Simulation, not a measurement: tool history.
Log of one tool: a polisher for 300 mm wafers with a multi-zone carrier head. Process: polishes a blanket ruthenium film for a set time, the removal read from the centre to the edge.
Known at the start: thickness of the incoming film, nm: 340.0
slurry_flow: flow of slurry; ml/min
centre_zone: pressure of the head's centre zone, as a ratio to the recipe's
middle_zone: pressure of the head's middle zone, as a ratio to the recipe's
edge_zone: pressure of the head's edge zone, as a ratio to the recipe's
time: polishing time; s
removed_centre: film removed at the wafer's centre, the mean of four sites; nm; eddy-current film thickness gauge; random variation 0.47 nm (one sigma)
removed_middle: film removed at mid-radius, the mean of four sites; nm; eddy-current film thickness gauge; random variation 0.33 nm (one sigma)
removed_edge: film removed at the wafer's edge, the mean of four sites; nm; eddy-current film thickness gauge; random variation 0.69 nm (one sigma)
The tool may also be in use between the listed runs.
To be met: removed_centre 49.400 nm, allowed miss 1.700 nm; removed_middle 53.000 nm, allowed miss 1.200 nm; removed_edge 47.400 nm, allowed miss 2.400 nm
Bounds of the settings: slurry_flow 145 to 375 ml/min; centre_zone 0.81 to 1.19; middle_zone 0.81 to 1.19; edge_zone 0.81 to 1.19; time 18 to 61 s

Run 1, hour 0.0: slurry_flow 240 ml/min, centre_zone 1.00, middle_zone 1.00, edge_zone 1.00, time 39 s. Result: removed_centre 66.333 nm, removed_middle 67.828 nm, removed_edge 70.332 nm.
Run 2, hour 0.9: slurry_flow 240 ml/min, centre_zone 1.07, middle_zone 1.00, edge_zone 1.00, time 39 s. Result: removed_centre 69.420 nm, removed_middle 68.242 nm, removed_edge 69.037 nm.
Run 3, hour 7.7: slurry_flow 240 ml/min, centre_zone 1.00, middle_zone 1.00, edge_zone 1.00, time 39 s. Result: removed_centre 66.914 nm, removed_middle 67.114 nm, removed_edge 70.821 nm.
Run 4, hour 15.9: slurry_flow 240 ml/min, centre_zone 1.00, middle_zone 0.96, edge_zone 1.00, time 39 s. Result: removed_centre 65.966 nm, removed_middle 65.388 nm, removed_edge 69.083 nm.
Run 5, hour 23.6: slurry_flow 285 ml/min, centre_zone 1.00, middle_zone 0.96, edge_zone 1.00, time 39 s. Result: removed_centre 66.812 nm, removed_middle 66.834 nm, removed_edge 70.788 nm.
Run 6, hour 27.8: slurry_flow 285 ml/min, centre_zone 1.00, middle_zone 1.03, edge_zone 1.00, time 39 s. Result: removed_centre 66.856 nm, removed_middle 71.334 nm, removed_edge 72.698 nm.
Run 7, hour 33.8: slurry_flow 350 ml/min, centre_zone 0.98, middle_zone 1.01, edge_zone 0.90, time 28 s. Result: removed_centre 48.673 nm, removed_middle 50.317 nm, removed_edge 49.180 nm.
Run 8, hour 37.9: slurry_flow 350 ml/min, centre_zone 0.98, middle_zone 1.02, edge_zone 0.89, time 28 s. Result: removed_centre 49.547 nm, removed_middle 51.392 nm, removed_edge 49.986 nm.
Run 9, hour 44.8: slurry_flow 350 ml/min, centre_zone 0.98, middle_zone 1.02, edge_zone 0.89, time 28 s. Result: removed_centre 48.895 nm, removed_middle 51.887 nm, removed_edge 50.240 nm.

5 next moves are on the table. One of them brings every result within its allowed miss. Which?
Run A, hour 51.7: slurry_flow 355 ml/min, centre_zone 1.05, middle_zone 1.02, edge_zone 0.87, time 27 s. Result: removed_centre ?, removed_middle ?, removed_edge ?.
Run B, hour 51.7: slurry_flow 310 ml/min, centre_zone 1.12, middle_zone 0.98, edge_zone 0.81, time 28 s. Result: removed_centre ?, removed_middle ?, removed_edge ?.
Run C, hour 51.7: slurry_flow 360 ml/min, centre_zone 0.82, middle_zone 0.94, edge_zone 1.07, time 29 s. Result: removed_centre ?, removed_middle ?, removed_edge ?.
Run D, hour 51.7: slurry_flow 320 ml/min, centre_zone 1.07, middle_zone 1.11, edge_zone 0.88, time 27 s. Result: removed_centre ?, removed_middle ?, removed_edge ?.
Run E, hour 51.7: slurry_flow 360 ml/min, centre_zone 1.03, middle_zone 1.15, edge_zone 0.81, time 25 s. Result: removed_centre ?, removed_middle ?, removed_edge ?.

move  removed_centre  removed_middle  removed_edge
   A          49.952          50.120        47.554
   B          53.197          49.616        47.859
   C          46.379          50.342        54.678
   D          50.055          53.355        47.314
   E          45.806          51.483        43.088
A: brings the result that was furthest off to its target, and leaves another outside
B: brings the result that was furthest off to its target, and leaves another outside
C: further off than the last run
D: meets every target
E: takes the result that was furthest off past its target
The right move is D.

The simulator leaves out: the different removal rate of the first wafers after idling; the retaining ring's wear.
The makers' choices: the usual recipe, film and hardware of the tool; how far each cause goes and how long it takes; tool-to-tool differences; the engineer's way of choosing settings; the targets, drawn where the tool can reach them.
